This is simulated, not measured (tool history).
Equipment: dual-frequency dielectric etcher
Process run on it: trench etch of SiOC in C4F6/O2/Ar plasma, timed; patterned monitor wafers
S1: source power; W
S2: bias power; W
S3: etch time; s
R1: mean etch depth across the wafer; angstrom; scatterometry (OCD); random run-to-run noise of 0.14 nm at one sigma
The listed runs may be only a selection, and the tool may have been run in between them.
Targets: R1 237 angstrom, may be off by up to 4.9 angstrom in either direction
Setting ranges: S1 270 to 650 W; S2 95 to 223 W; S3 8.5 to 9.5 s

run 1 hour=0 | S1=460 S2=159 S3=9.5 | R1=199.52
run 2 hour=5.1 | S1=460 S2=159 S3=8.5 | R1=179.25
run 3 hour=9.9 | S1=510 S2=175 S3=8.5 | R1=190.57
run 4 hour=10.7 | S1=510 S2=165 S3=8.5 | R1=190.24
run 5 hour=15.4 | S1=510 S2=165 S3=9.5 | R1=209.69
run 6 hour=20.5 | S1=540 S2=167 S3=9.5 | R1=215.03
run 7 hour=26.5 | S1=570 S2=169 S3=9.5 | R1=218.6
run 8 hour=33.4 | S1=590 S2=173 S3=9.5 | R1=220.76
run 9 hour=35.9 | S1=610 S2=182 S3=9.5 | R1=229.29

Below are 5 possible settings for the next run. Only one of them brings all results inside the allowed miss of their targets. Which is it?
run A hour=38.4 | S1=630 S2=193 S3=9 | R1=?
run B hour=38.4 | S1=600 S2=190 S3=9.5 | R1=?
run C hour=38.4 | S1=650 S2=186 S3=9 | R1=?
run D hour=38.4 | S1=590 S2=185 S3=9.5 | R1=?
run E hour=38.4 | S1=650 S2=191 S3=9.5 | R1=?

move=A R1=221.35
move=B R1=228.82
move=C R1=221.61
move=D R1=225.93
move=E R1=235.54
A: lands further from the targets than the last run did
B: lands further from the targets than the last run did
C: lands further from the targets than the last run did
D: lands further from the targets than the last run did
E: every result lands within tolerance
Move E is the one to make.

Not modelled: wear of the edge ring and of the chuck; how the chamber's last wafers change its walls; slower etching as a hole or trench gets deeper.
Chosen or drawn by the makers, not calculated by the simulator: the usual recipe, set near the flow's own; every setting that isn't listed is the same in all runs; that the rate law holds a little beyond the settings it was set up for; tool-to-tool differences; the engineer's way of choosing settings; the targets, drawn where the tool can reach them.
